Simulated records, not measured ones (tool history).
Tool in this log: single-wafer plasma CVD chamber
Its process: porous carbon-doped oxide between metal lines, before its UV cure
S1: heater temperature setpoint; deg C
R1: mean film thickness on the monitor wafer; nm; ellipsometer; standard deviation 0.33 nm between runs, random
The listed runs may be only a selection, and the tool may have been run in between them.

{"run": 1, "hour": 0.0, "S1": 305, "RF power (kW)": 0.6, "deposition time (s)": 17.9, "R1": 96.356}
{"run": 2, "hour": 2.3, "S1": 311, "RF power (kW)": 0.6, "deposition time (s)": 17.9, "R1": 92.569}
{"run": 3, "hour": 9.7, "S1": 307, "RF power (kW)": 0.605, "deposition time (s)": 17.9, "R1": 95.285}
{"run": 4, "hour": 15.6, "S1": 313, "RF power (kW)": 0.605, "deposition time (s)": 17.9, "R1": 92.101}
{"run": 5, "hour": 20.2, "S1": 309, "RF power (kW)": 0.61, "deposition time (s)": 17.9, "R1": 94.641}
{"run": 6, "hour": 26.8, "S1": 305, "RF power (kW)": 0.615, "deposition time (s)": 17.9, "R1": 97.312}
{"run": 7, "hour": 28.4, "S1": 302, "RF power (kW)": 0.62, "deposition time (s)": 17.9, "R1": 99.814}

Forecast run 8:
{"run": 8, "hour": 33.0, "S1": 302, "RF power (kW)": 0.62, "deposition time (s)": 17.9, "R1": "?"}

Logged for run 8: R1 100.100 nm.

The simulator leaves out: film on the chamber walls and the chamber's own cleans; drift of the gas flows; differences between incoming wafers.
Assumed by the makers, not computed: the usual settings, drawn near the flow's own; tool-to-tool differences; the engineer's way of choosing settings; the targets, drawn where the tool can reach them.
